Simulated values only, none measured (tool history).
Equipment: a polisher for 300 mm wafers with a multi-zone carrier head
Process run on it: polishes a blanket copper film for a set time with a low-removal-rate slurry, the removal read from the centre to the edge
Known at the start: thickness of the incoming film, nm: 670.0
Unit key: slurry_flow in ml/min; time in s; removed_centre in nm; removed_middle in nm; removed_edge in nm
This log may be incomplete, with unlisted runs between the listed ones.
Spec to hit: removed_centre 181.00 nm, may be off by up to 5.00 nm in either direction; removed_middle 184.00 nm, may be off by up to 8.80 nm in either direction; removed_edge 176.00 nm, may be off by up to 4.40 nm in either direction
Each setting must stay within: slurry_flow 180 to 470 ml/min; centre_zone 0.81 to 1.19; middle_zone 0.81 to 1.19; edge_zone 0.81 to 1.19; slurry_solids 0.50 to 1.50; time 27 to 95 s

| run | hour | slurry_flow | centre_zone | middle_zone | edge_zone | slurry_solids | time | removed_centre | removed_middle | removed_edge |
|---|---|---|---|---|---|---|---|---|---|---|
| 1 | 0.0 | 300 | 1.00 | 1.00 | 1.00 | 1.00 | 61 | 136.10 | 137.65 | 139.89 |
| 2 | 6.2 | 305 | 1.01 | 1.02 | 1.02 | 1.05 | 61 | 140.48 | 136.46 | 141.97 |
| 3 | 13.8 | 305 | 1.01 | 1.02 | 1.07 | 1.05 | 61 | 139.62 | 139.60 | 144.92 |
| 4 | 15.1 | 265 | 1.01 | 1.02 | 1.07 | 1.05 | 61 | 136.59 | 138.16 | 144.30 |
| 5 | 17.6 | 265 | 1.01 | 0.97 | 1.07 | 1.05 | 61 | 137.84 | 132.08 | 145.62 |
| 6 | 18.2 | 265 | 1.02 | 0.99 | 1.07 | 1.10 | 62 | 144.26 | 138.90 | 148.41 |
| 7 | 23.4 | 265 | 1.02 | 1.01 | 1.08 | 1.15 | 63 | 147.32 | 144.22 | 152.63 |
| 8 | 32.2 | 265 | 1.03 | 1.03 | 1.09 | 1.20 | 64 | 154.16 | 148.36 | 159.50 |
| 9 | 39.8 | 265 | 1.03 | 1.03 | 1.09 | 1.20 | 64 | 155.20 | 149.13 | 156.96 |
| 10 | 41.2 | 265 | 1.03 | 1.05 | 1.10 | 1.25 | 64 | 154.80 | 149.36 | 161.13 |
| 11 | 42.1 | 265 | 1.03 | 1.07 | 1.09 | 1.25 | 65 | 156.74 | 157.83 | 162.83 |
| 12 | 44.3 | 270 | 1.04 | 1.08 | 1.09 | 1.25 | 65 | 158.59 | 158.84 | 161.03 |
| 13 | 44.9 | 275 | 1.05 | 1.09 | 1.10 | 1.30 | 65 | 163.77 | 160.20 | 166.12 |
| 14 | 48.3 | 280 | 1.05 | 1.10 | 1.10 | 1.30 | 65 | 164.10 | 160.68 | 167.15 |
| 15 | 52.7 | 280 | 1.05 | 1.11 | 1.09 | 1.30 | 65 | 162.24 | 164.84 | 164.20 |

Of the 5 settings listed for the next run, only one would bring every result within its allowed miss of target. Which one?
| A | 57.1 | 335 | 1.17 | 0.84 | 1.14 | 1.40 | 66 | ? | ? | ? |
| B | 57.1 | 300 | 1.08 | 1.19 | 0.98 | 1.35 | 64 | ? | ? | ? |
| C | 57.1 | 245 | 0.88 | 1.07 | 1.16 | 1.10 | 70 | ? | ? | ? |
| D | 57.1 | 305 | 0.93 | 1.09 | 1.19 | 1.30 | 63 | ? | ? | ? |
| E | 57.1 | 255 | 1.00 | 1.09 | 0.89 | 1.25 | 77 | ? | ? | ? |

| move | removed_centre | removed_middle | removed_edge |
|---|---|---|---|
| A | 190.90 | 150.02 | 177.54 |
| B | 167.41 | 167.27 | 157.07 |
| C | 137.29 | 160.33 | 172.72 |
| D | 140.75 | 156.44 | 168.12 |
| E | 178.76 | 185.27 | 174.96 |
A: carries the result that was furthest off beyond its target, to the other side
B: its largest miss is bigger than the last run's
C: its largest miss is bigger than the last run's
D: its largest miss is bigger than the last run's
E: every result within its allowed miss
The right move is E.
